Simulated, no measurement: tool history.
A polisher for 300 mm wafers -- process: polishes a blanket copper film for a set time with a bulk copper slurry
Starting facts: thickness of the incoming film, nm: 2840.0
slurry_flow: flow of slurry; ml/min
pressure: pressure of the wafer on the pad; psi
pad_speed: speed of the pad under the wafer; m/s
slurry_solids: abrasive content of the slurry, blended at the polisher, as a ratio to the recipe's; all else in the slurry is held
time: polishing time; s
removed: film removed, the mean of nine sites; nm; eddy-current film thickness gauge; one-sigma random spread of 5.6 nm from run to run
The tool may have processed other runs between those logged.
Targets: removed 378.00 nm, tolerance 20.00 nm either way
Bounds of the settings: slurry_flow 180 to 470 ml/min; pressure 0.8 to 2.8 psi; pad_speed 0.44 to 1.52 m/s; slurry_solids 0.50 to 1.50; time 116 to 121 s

run	day	slurry_flow	pressure	pad_speed	slurry_solids	time	removed
1	0.000	300	1.8	0.98	1.00	116	633.34
2	0.175	300	1.6	0.96	1.00	116	559.93
3	0.250	300	1.5	0.96	1.00	116	547.53
4	0.567	300	1.4	0.94	1.00	116	492.11
5	0.592	300	1.3	0.94	1.00	116	484.46
6	0.721	300	1.3	0.94	1.00	121	498.50
7	0.746	300	1.2	0.94	1.00	121	472.98
8	0.938	300	1.1	0.94	1.00	121	447.01
9	1.167	300	1.0	0.94	1.00	121	422.72
10	1.446	300	0.9	0.94	1.00	121	402.60

Which single option among these 5 for the next run brings every result within its allowed miss of target? Just one does.
A	1.725	300	0.8	0.84	1.05	121	?
B	1.725	300	0.8	0.98	1.00	117	?
C	1.725	365	1.1	0.72	1.05	116	?
D	1.725	260	0.8	0.92	0.95	116	?
E	1.725	320	0.8	0.86	1.00	116	?

move	removed
A	341.43
B	377.58
C	345.79
D	343.05
E	332.69
A: carries the result that was furthest off beyond its target, to the other side
B: every result lands within tolerance
C: carries the result that was furthest off beyond its target, to the other side
D: carries the result that was furthest off beyond its target, to the other side
E: carries the result that was furthest off beyond its target, to the other side
Move B is the one to make.
